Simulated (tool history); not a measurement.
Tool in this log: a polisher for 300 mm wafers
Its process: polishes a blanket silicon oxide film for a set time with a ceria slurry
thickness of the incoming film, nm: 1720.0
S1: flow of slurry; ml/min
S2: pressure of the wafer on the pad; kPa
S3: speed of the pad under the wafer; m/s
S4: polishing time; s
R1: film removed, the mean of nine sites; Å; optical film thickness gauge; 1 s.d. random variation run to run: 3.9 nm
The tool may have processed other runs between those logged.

run  hour   S1    S2    S3  S4      R1
  1   0.0  315  24.1  1.28  46  2790.1
  2   7.7  315  26.2  1.32  46  3120.0
  3  12.2  315  26.2  1.50  46  3530.9
  4  16.7  315  28.3  1.52  46  3800.6
  5  18.4  315  29.6  1.56  46  4119.4
  6  23.9  270  29.6  1.56  46  4039.5
  7  32.5  285  31.0  1.58  46  4293.4
  8  39.5  300  31.7  1.60  46  4479.2
  9  47.2  305  32.4  1.62  46  4712.9

What will run 10 give?
 10  55.6  330  37.2  1.64  46   ?

Run 10 came out at R1 5495.2 Å.
